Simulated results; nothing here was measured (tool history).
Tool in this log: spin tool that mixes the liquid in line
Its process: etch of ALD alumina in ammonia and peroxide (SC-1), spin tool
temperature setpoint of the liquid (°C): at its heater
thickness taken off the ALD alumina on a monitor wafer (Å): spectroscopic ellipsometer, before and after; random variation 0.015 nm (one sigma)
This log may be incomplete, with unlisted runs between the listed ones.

run  hour  temperature setpoint of the liquid (°C)  parts of 29 % ammonia solution to one part of 30 % peroxide (parts by volume)  time under the liquid (s)  thickness taken off the ALD alumina on a monitor wafer (Å)
  1     0                                       52                                                                            0.5                        100                                                      60.486
  2   0.6                                       51                                                                            0.5                        100                                                      57.331
  3   2.4                                       51                                                                            0.4                        100                                                       55.92
  4   2.9                                       51                                                                            0.4                        100                                                      55.928
  5  11.7                                       50                                                                            0.4                        100                                                      53.047
  6  17.4                                     49.5                                                                            0.4                        100                                                      51.412

Predict the results of run 7:
  7  17.9                                       49                                                                            0.4                        100                                                           ?

thickness taken off the ALD alumina on a monitor wafer (Å): 49.794
